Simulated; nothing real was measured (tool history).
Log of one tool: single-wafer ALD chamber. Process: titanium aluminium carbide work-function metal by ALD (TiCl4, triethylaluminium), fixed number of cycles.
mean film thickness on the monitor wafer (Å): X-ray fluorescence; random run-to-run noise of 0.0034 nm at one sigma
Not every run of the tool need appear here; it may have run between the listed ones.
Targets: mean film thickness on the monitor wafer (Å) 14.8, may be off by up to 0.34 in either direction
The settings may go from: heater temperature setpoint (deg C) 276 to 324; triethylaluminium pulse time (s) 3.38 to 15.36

run,day,heater temperature setpoint (deg C),triethylaluminium pulse time (s),mean film thickness on the monitor wafer (Å)
1,0,300,9.37,18.739
2,0.304,300,11.58,19.265
3,0.454,293,9.02,18.063
4,0.808,288,7.26,16.642
5,1.104,284,6.55,15.692
6,1.383,282,6.43,15.384
7,1.717,282,6.43,15.324
8,1.812,281,6.37,15.232

4 next moves are on the table. One of them brings every result within its allowed miss. Which?
A,1.908,276,5.64,?
B,1.908,276,5.76,?
C,1.908,276,5.68,?
D,1.908,278,6.08,?

move,mean film thickness on the monitor wafer (Å)
A,13.802
B,14.007
C,13.871
D,14.623
A: carries the result that was furthest off beyond its target, to the other side
B: carries the result that was furthest off beyond its target, to the other side
C: carries the result that was furthest off beyond its target, to the other side
D: hits every target within its allowed miss
Go with D: it meets all targets.
